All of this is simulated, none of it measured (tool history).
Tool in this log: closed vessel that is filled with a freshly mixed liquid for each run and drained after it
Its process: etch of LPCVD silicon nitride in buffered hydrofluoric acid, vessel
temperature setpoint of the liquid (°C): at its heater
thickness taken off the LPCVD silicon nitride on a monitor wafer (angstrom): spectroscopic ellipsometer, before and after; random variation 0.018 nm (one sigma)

run	hour	temperature setpoint of the liquid (°C)	parts of 40 % ammonium fluoride to one part of 49 % hydrofluoric acid (parts by volume)	time in the liquid (s)	thickness taken off the LPCVD silicon nitride on a monitor wafer (angstrom)
1	0.0	23.0	7.5	435	70.359
2	2.3	25.5	7.5	435	80.143
3	5.5	25.5	5.5	435	106.900
4	9.9	24.0	5.5	435	98.208
5	13.9	23.0	6.0	435	86.549
6	17.0	22.0	6.5	435	76.651
7	24.9	21.0	7.0	435	67.449
8	28.3	20.5	7.0	435	65.795

What does the tool deliver on the next run?
9	33.4	17.0	9.0	430	?

{"run 9": {"thickness taken off the LPCVD silicon nitride on a monitor wafer (angstrom)": 40.668}}
